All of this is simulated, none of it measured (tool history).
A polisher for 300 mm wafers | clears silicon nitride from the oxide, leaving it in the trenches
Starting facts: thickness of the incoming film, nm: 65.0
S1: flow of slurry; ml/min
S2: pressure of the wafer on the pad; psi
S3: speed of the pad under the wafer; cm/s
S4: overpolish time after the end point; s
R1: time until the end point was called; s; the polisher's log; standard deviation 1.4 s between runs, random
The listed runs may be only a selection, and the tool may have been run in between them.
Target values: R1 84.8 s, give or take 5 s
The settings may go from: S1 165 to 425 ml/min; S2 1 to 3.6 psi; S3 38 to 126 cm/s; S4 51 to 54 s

run    day   S1   S2   S3  S4      R1
  1      0  275  2.3   82  51  140.49
  2  0.304  230  2.3   82  51  142.27
  3  0.392  230  2.3  102  51  115.66
  4  0.442  230  2.3   94  51  125.04
     0.712  -- worn pad replaced by a new one
  5  0.712  230    2   94  51  121.42
  6  0.862  230    2   98  51  117.55
  7  0.929  230    2   98  51  117.69
  8  1.129  230    2  102  51  113.37
  9  1.338  230    2  102  51  114.44
 10  1.646  235  2.1  106  51  105.08
 11  1.842  235  2.1  108  51  104.45

4 candidate next runs follow, results not yet known. Just one meets every target within its allowed miss. Identify it.
  A  2.038  225  2.4  118  51   ?
  B  2.038  240  2.1   88  51   ?
  C  2.038  180  1.9   96  54   ?
  D  2.038  230    2   82  54   ?

move      R1
   A  86.512
   B  126.15
   C  127.21
   D  140.27
A: every result within its allowed miss
B: the biggest miss grows against the last run
C: the biggest miss grows against the last run
D: the biggest miss grows against the last run
The right move is A.
